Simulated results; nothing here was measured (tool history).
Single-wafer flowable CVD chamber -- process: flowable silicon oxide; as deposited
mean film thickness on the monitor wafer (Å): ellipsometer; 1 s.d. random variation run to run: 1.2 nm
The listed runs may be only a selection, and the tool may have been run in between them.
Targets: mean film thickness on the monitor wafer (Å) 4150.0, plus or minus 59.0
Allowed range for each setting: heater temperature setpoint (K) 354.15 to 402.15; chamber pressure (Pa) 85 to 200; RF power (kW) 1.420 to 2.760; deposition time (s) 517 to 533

| run | day | heater temperature setpoint (K) | chamber pressure (Pa) | RF power (kW) | deposition time (s) | mean film thickness on the monitor wafer (Å) |
|---|---|---|---|---|---|---|
| 1 | 0.000 | 378.15 | 143 | 2.090 | 517 | 3254.1 |
| 2 | 0.229 | 378.15 | 143 | 2.205 | 517 | 3261.1 |
| 3 | 0.438 | 376.15 | 143 | 2.205 | 517 | 3516.5 |
| 4 | 0.688 | 376.15 | 128 | 2.205 | 517 | 3132.7 |
| 5 | 0.946 | 374.15 | 128 | 2.205 | 517 | 3344.2 |
| 6 | 1.188 | 374.15 | 128 | 2.205 | 533 | 3445.9 |
| 7 | 1.262 | 373.15 | 128 | 2.205 | 533 | 3554.6 |
| 8 | 1.454 | 372.15 | 128 | 2.205 | 533 | 3669.9 |
| 9 | 1.825 | 371.15 | 128 | 2.205 | 533 | 3801.8 |
| 10 | 1.862 | 370.15 | 128 | 2.205 | 533 | 3907.8 |
| 11 | 1.942 | 369.15 | 128 | 2.205 | 533 | 4040.3 |

Which single option among these 4 for the next run brings every result within its allowed miss of target? Just one does.
| A | 2.021 | 370.15 | 136 | 2.080 | 525 | ? |
| B | 2.021 | 371.15 | 135 | 2.630 | 517 | ? |
| C | 2.021 | 366.15 | 121 | 2.310 | 525 | ? |
| D | 2.021 | 370.15 | 133 | 2.045 | 527 | ? |

| move | mean film thickness on the monitor wafer (Å) |
|---|---|
| A | 4040.8 |
| B | 3983.6 |
| C | 4161.9 |
| D | 3955.8 |
A: no nearer and no further than the last run
B: lands further from the targets than the last run did
C: all results land within tolerance of their targets
D: lands further from the targets than the last run did
So the answer is move C, the one that meets all the targets.
